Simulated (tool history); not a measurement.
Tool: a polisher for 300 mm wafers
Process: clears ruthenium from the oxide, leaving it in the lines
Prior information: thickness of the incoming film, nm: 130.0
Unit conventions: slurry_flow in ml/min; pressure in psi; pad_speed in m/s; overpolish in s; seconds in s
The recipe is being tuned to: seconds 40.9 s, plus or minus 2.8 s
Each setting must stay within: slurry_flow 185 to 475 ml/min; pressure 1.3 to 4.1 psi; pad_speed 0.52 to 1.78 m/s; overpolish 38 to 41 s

| run | hour | slurry_flow | pressure | pad_speed | overpolish | seconds |
|---|---|---|---|---|---|---|
| 1 | 0 | 305 | 2.7 | 1.14 | 38 | 57.763 |
| 2 | 4.5 | 305 | 2.8 | 1.14 | 38 | 57.053 |
| 3 | 6.3 | 305 | 2.9 | 1.14 | 38 | 54.527 |
| 4 | 13.7 | 305 | 3 | 1.14 | 38 | 55.108 |
| 5 | 16.4 | 305 | 3 | 1.14 | 41 | 52.199 |
| 6 | 19 | 355 | 3 | 1.14 | 41 | 55.206 |
| 7 | 22.9 | 355 | 3.1 | 1.14 | 41 | 49.923 |
| 8 | 23.4 | 355 | 3.2 | 1.14 | 41 | 49.259 |
| 9 | 27.9 | 355 | 3.5 | 1.16 | 41 | 44.544 |

Pick the move, out of 5, that brings all results within their allowed miss; only one does.
| A | 32.4 | 230 | 3 | 1.3 | 38 | ? |
| B | 32.4 | 300 | 3.5 | 1.08 | 40 | ? |
| C | 32.4 | 340 | 3.9 | 1.18 | 38 | ? |
| D | 32.4 | 335 | 3.3 | 1.12 | 41 | ? |
| E | 32.4 | 350 | 3.1 | 1.06 | 40 | ? |

| move | seconds |
|---|---|
| A | 47.796 |
| B | 48.54 |
| C | 40.027 |
| D | 48.825 |
| E | 54.162 |
A: misses by more than the last run did
B: misses by more than the last run did
C: every result lands within tolerance
D: misses by more than the last run did
E: misses by more than the last run did
The right move is C.
